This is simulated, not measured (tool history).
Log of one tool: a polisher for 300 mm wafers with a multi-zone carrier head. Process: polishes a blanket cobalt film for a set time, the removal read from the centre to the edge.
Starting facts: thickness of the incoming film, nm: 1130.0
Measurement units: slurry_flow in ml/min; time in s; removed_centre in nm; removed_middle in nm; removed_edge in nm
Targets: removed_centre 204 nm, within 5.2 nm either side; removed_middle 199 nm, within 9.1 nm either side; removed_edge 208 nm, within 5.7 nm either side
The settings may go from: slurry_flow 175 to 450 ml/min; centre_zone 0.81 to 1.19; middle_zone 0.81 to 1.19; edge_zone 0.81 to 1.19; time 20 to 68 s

run,day,slurry_flow,centre_zone,middle_zone,edge_zone,time,removed_centre,removed_middle,removed_edge
1,0,290,1,1,1,44,175.92,179.06,179.38
2,0.025,290,1,1,1.05,44,176.28,177.75,182.85
3,0.308,295,1.01,1.01,1.07,45,181.57,186.43,187.9
4,0.621,300,1.02,1.01,1.09,45,181.75,185.99,189.56
5,0.942,300,1.02,0.96,1.09,45,185.69,177.18,191.34
6,1.025,300,0.94,0.96,1.09,45,167.6,175.36,192.95
7,1.225,305,0.96,0.97,1.1,45,172.28,176.51,192.13
8,1.379,310,0.98,0.98,1.11,45,174.46,175.19,191.06
9,1.608,310,0.99,0.98,1.11,46,185.24,182.67,196.34
10,1.933,315,0.99,0.99,1.12,46,183.69,188.06,197.41
11,2.033,325,1,0.99,1.13,46,185.54,182.05,198.88
12,2.396,335,1.06,1.09,1.15,48,202.3,210.01,207.67
13,2.579,335,1.06,1.08,1.15,48,206.73,206.44,208.19

Below are 4 possible settings for the next run. Only one of them brings all results inside the allowed miss of their targets. Which is it?
A,2.762,325,1.02,1,1.06,50,?,?,?
B,2.762,315,1.06,1.11,1.11,49,?,?,?
C,2.762,285,1.03,1.15,1.16,50,?,?,?
D,2.762,360,1,1.08,1,51,?,?,?

move,removed_centre,removed_middle,removed_edge
A,206.63,204.55,211.45
B,210.05,218.45,210.52
C,206.27,227.81,217.33
D,208.57,224.59,211.74
A: meets every target
B: further off than the last run
C: further off than the last run
D: further off than the last run
A meets every target.
